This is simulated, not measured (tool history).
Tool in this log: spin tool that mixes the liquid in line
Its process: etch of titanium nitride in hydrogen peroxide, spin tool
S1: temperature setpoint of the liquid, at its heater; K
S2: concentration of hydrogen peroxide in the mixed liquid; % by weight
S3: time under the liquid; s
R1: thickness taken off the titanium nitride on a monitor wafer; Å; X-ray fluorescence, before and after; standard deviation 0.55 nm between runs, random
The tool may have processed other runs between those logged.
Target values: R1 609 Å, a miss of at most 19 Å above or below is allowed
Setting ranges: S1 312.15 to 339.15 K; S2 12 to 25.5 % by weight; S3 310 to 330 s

run  hour      S1    S2   S3      R1
  1     0  328.15  17.5  310     363
  2   8.5  328.15  17.5  330   383.2
  3  17.3  329.65  17.5  330  430.69
  4  20.2  333.15  17.5  330  537.85
  5  26.2  333.65  17.5  330  562.19
  6  30.5  333.65  14.5  330  531.64
  7  37.4  334.15  14.5  330  554.09
  8  39.3  334.65  14.5  330  572.26

Consider the 4 candidate settings below. Which is the only one whose results all fall within their allowed miss of target?
  A  41.2  336.65    14  330   ?
  B  41.2  333.15  15.5  330   ?
  C  41.2  334.65    18  310   ?
  D  41.2  335.15  16.5  325   ?

move      R1
   A  645.18
   B  520.89
   C  559.02
   D  595.02
A: moves the result that the last run missed by most past its target, out the other side
B: further off than the last run
C: further off than the last run
D: all results land within tolerance of their targets
Correct choice: D, which meets every target

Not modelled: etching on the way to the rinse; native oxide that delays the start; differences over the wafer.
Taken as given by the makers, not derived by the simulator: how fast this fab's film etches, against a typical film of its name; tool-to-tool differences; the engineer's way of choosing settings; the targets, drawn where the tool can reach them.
